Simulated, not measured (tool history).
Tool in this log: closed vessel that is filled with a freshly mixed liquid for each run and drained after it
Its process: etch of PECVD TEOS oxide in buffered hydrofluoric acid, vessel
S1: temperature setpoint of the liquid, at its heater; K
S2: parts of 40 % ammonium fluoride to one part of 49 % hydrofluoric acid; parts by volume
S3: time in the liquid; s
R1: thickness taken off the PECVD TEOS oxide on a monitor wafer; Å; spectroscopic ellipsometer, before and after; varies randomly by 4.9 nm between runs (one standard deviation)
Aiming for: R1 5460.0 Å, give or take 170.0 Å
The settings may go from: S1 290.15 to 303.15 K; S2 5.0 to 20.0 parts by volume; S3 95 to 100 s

run  hour      S1    S2  S3      R1
  1   0.0  295.15  12.0  95  2583.4
  2   5.8  296.15  11.5  95  2838.0
  3  14.2  297.65  11.5  95  3074.0
  4  17.8  298.15  11.0  95  3345.8
  5  19.6  298.15  13.5  95  2690.9
  6  27.9  298.65  13.0  95  2891.9
     32.3  -- thermometer replaced
  7  32.3  299.15  12.5  95  3315.2
  8  33.3  299.65  12.0  95  3582.5
  9  39.2  300.15  12.0  95  3660.2
 10  43.0  303.15   8.5  95  5686.9

Exactly one of the 5 candidate moves below puts every result within its allowed miss. Which one?
  A  46.8  299.15  8.0  95   ?
  B  46.8  303.15  9.0  95   ?
  C  46.8  302.15  8.0  95   ?
  D  46.8  303.15  9.5  95   ?
  E  46.8  299.65  8.0  95   ?

move      R1
   A  4996.4
   B  5437.9
   C  5861.6
   D  5256.7
   E  5132.3
A: the result that was furthest off in the last run now lies on the other side of its target
B: all results in spec
C: misses by more than the last run did
D: the result that was furthest off in the last run now lies on the other side of its target
E: the result that was furthest off in the last run now lies on the other side of its target
So the answer is move B, the one that meets all the targets.
